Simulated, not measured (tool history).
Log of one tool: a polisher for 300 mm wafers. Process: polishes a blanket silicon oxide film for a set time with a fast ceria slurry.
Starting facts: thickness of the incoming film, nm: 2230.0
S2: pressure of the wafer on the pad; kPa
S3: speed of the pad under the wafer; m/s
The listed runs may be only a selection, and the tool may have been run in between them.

Run 1, hour 0.0: flow of slurry (ml/min) 200, S2 24.1 kPa, S3 1.12 m/s, polishing time (s) 50. Result: film removed (Å) 12585.0.
Run 2, hour 8.4: flow of slurry (ml/min) 200, S2 24.1 kPa, S3 1.12 m/s, polishing time (s) 50. Result: film removed (Å) 12339.0.
Run 3, hour 17.1: flow of slurry (ml/min) 200, S2 22.8 kPa, S3 1.12 m/s, polishing time (s) 50. Result: film removed (Å) 11401.0.
Run 4, hour 24.9: flow of slurry (ml/min) 200, S2 22.8 kPa, S3 1.32 m/s, polishing time (s) 50. Result: film removed (Å) 13657.0.
Run 5, hour 27.1: flow of slurry (ml/min) 200, S2 17.2 kPa, S3 1.32 m/s, polishing time (s) 50. Result: film removed (Å) 10979.0.
Run 6, hour 33.7: flow of slurry (ml/min) 200, S2 16.5 kPa, S3 1.32 m/s, polishing time (s) 50. Result: film removed (Å) 10775.0.
Run 7, hour 39.2: flow of slurry (ml/min) 200, S2 15.9 kPa, S3 1.32 m/s, polishing time (s) 50. Result: film removed (Å) 10659.0.
Run 8, hour 40.9: flow of slurry (ml/min) 200, S2 11.0 kPa, S3 1.30 m/s, polishing time (s) 50. Result: film removed (Å) 8065.5.
Run 9, hour 43.7: flow of slurry (ml/min) 200, S2 11.0 kPa, S3 1.30 m/s, polishing time (s) 50. Result: film removed (Å) 8074.1.

Estimate the outcome of run 10 from the log above:
Run 10, hour 48.3: flow of slurry (ml/min) 200, S2 11.0 kPa, S3 1.30 m/s, polishing time (s) 50. Result: film removed (Å) ?.

film removed (Å): 7965.5

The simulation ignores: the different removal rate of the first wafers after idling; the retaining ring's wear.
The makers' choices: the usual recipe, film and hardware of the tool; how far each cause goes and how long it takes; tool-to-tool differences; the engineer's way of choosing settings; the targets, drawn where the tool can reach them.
